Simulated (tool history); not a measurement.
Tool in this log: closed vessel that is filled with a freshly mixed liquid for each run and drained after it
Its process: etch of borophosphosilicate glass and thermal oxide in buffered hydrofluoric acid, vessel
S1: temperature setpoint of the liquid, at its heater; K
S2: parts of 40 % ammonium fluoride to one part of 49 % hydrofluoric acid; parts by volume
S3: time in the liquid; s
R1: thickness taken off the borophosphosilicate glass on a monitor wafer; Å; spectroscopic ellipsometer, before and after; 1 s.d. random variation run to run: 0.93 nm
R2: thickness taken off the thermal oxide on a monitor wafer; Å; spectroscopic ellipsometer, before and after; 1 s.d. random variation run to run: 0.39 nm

Run 1, hour 0.0: S1 295.15 K, S2 8.0 parts by volume, S3 60 s. Result: R1 1019.9 Å, R2 757.13 Å.
Run 2, hour 2.1: S1 297.65 K, S2 8.0 parts by volume, S3 60 s. Result: R1 1167.5 Å, R2 862.45 Å.
Run 3, hour 10.5: S1 299.65 K, S2 8.0 parts by volume, S3 60 s. Result: R1 1310.2 Å, R2 961.37 Å.
Run 4, hour 11.9: S1 299.65 K, S2 8.0 parts by volume, S3 50 s. Result: R1 1078.8 Å, R2 799.65 Å.
Run 5, hour 14.5: S1 303.15 K, S2 8.0 parts by volume, S3 50 s. Result: R1 1316.3 Å, R2 967.14 Å.
Run 6, hour 23.4: S1 303.15 K, S2 8.0 parts by volume, S3 50 s. Result: R1 1321.1 Å, R2 965.37 Å.
Run 7, hour 29.9: S1 303.15 K, S2 7.5 parts by volume, S3 50 s. Result: R1 1415.7 Å, R2 1039.40 Å.
Run 8, hour 33.1: S1 303.15 K, S2 7.5 parts by volume, S3 50 s. Result: R1 1412.0 Å, R2 1036.10 Å.
Run 9, hour 40.0: S1 303.15 K, S2 7.0 parts by volume, S3 50 s. Result: R1 1506.9 Å, R2 1120.40 Å.

Run 10 comes next. What will it give?
Run 10, hour 41.3: S1 303.15 K, S2 7.0 parts by volume, S3 50 s. Result: R1 ?, R2 ?.

Run 10 yielded R1 1504.1 Å, R2 1119.90 Å.
